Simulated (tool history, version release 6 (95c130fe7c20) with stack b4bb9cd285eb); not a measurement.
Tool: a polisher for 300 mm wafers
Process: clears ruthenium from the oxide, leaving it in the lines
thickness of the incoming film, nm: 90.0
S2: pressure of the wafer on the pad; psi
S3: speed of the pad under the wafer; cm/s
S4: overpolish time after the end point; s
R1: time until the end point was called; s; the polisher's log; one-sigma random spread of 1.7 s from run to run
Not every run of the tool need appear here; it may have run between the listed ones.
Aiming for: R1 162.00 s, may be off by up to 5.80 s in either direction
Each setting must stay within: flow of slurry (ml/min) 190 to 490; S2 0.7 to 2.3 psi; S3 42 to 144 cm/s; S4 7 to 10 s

run 1 day=0.000 | flow_of_slurry_(ml/min)=315 S2=1.5 S3=92 S4=10 | R1=109.58
run 2 day=0.188 | flow_of_slurry_(ml/min)=315 S2=1.4 S3=92 S4=10 | R1=116.48
run 3 day=0.396 | flow_of_slurry_(ml/min)=315 S2=1.3 S3=92 S4=10 | R1=125.44
run 4 day=0.492 | flow_of_slurry_(ml/min)=315 S2=1.3 S3=92 S4=10 | R1=126.54
run 5 day=0.550 | flow_of_slurry_(ml/min)=360 S2=1.3 S3=92 S4=10 | R1=125.92
run 6 day=0.700 | flow_of_slurry_(ml/min)=300 S2=1.3 S3=92 S4=10 | R1=126.17
run 7 day=0.771 | flow_of_slurry_(ml/min)=300 S2=1.2 S3=92 S4=10 | R1=135.60
run 8 day=0.975 | flow_of_slurry_(ml/min)=300 S2=1.1 S3=92 S4=10 | R1=147.68

Which one of the following 4 next-run settings gets every result inside its allowed miss? There is exactly one.
run A day=1.179 | flow_of_slurry_(ml/min)=315 S2=0.9 S3=104 S4=10 | R1=?
run B day=1.179 | flow_of_slurry_(ml/min)=300 S2=1.1 S3=106 S4=10 | R1=?
run C day=1.179 | flow_of_slurry_(ml/min)=285 S2=1.2 S3=84 S4=7 | R1=?
run D day=1.179 | flow_of_slurry_(ml/min)=245 S2=1.3 S3=78 S4=10 | R1=?

move=A R1=159.68
move=B R1=130.10
move=C R1=148.85
move=D R1=149.74
A: hits every target within its allowed miss
B: further off than the last run
C: closes in on the targets versus the last run, not all within tolerance yet
D: closes in on the targets versus the last run, not all within tolerance yet
A meets every target.

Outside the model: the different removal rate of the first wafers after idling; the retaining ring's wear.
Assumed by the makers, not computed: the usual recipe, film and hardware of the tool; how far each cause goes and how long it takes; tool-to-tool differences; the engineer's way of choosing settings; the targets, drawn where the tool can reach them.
